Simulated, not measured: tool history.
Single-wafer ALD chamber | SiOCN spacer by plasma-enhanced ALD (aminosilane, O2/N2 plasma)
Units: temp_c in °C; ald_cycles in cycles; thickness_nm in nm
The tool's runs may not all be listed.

| run | hour | temp_c | ald_cycles | thickness_nm |
|---|---|---|---|---|
| 1 | 0 | 385 | 52 | 3.1839 |
| 2 | 0.7 | 385 | 48 | 2.9507 |
| 3 | 6.8 | 390 | 48 | 2.9287 |
| 4 | 9.8 | 383 | 48 | 2.9153 |
| 5 | 16.5 | 383 | 46 | 2.8021 |
| 6 | 19.1 | 383 | 45 | 2.7376 |

Forecast run 7:
| 7 | 21.6 | 383 | 44 | ? |

{"run 7": {"thickness_nm": 2.691}}
